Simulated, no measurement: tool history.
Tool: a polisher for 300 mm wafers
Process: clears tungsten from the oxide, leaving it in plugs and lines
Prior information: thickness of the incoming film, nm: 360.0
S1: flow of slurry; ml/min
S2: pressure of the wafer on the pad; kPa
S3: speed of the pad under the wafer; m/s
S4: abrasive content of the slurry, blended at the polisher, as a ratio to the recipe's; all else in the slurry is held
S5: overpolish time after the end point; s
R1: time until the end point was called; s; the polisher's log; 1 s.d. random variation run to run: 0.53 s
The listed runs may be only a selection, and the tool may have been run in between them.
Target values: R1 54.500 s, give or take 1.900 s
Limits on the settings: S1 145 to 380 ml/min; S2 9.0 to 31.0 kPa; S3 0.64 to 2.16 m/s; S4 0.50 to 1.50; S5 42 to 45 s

{"run": 1, "hour": 0.0, "S1": 245, "S2": 20.0, "S3": 1.4, "S4": 1.0, "S5": 42, "R1": 66.021}
{"run": 2, "hour": 7.3, "S1": 245, "S2": 20.0, "S3": 1.62, "S4": 1.0, "S5": 42, "R1": 60.685}
{"run": 3, "hour": 14.1, "S1": 245, "S2": 20.0, "S3": 1.62, "S4": 0.85, "S5": 42, "R1": 64.302}
{"run": 4, "hour": 18.5, "S1": 265, "S2": 20.0, "S3": 1.62, "S4": 0.85, "S5": 42, "R1": 63.36}
{"run": 5, "hour": 24.2, "S1": 265, "S2": 17.9, "S3": 1.62, "S4": 0.85, "S5": 42, "R1": 70.464}
{"run": 6, "hour": 25.6, "S1": 265, "S2": 19.3, "S3": 1.62, "S4": 0.85, "S5": 42, "R1": 64.544}
{"run": 7, "hour": 31.1, "S1": 275, "S2": 20.0, "S3": 1.62, "S4": 0.85, "S5": 42, "R1": 63.598}
{"run": 8, "hour": 33.7, "S1": 275, "S2": 20.7, "S3": 1.62, "S4": 0.85, "S5": 42, "R1": 61.9}
{"run": 9, "hour": 41.4, "S1": 275, "S2": 21.4, "S3": 1.62, "S4": 0.85, "S5": 42, "R1": 60.41}
{"run": 10, "hour": 48.9, "S1": 275, "S2": 22.1, "S3": 1.62, "S4": 0.85, "S5": 42, "R1": 57.937}
{"run": 11, "hour": 56.2, "S1": 275, "S2": 22.8, "S3": 1.62, "S4": 0.85, "S5": 42, "R1": 55.516}

Which one of the following 5 next-run settings gets every result inside its allowed miss? There is exactly one.
{"run": "A", "hour": 63.5, "S1": 255, "S2": 20.0, "S3": 1.72, "S4": 0.95, "S5": 42, "R1": "?"}
{"run": "B", "hour": 63.5, "S1": 310, "S2": 22.8, "S3": 1.54, "S4": 0.8, "S5": 42, "R1": "?"}
{"run": "C", "hour": 63.5, "S1": 300, "S2": 22.8, "S3": 1.62, "S4": 0.9, "S5": 44, "R1": "?"}
{"run": "D", "hour": 63.5, "S1": 280, "S2": 21.4, "S3": 1.74, "S4": 0.8, "S5": 42, "R1": "?"}
{"run": "E", "hour": 63.5, "S1": 280, "S2": 24.1, "S3": 1.44, "S4": 0.8, "S5": 45, "R1": "?"}

move=A R1=57.945
move=B R1=58.247
move=C R1=54.036
move=D R1=57.319
move=E R1=58.150
A: lands further from the targets than the last run did
B: lands further from the targets than the last run did
C: each result inside its tolerance
D: lands further from the targets than the last run did
E: lands further from the targets than the last run did
C is the move that brings every result within its allowed miss.

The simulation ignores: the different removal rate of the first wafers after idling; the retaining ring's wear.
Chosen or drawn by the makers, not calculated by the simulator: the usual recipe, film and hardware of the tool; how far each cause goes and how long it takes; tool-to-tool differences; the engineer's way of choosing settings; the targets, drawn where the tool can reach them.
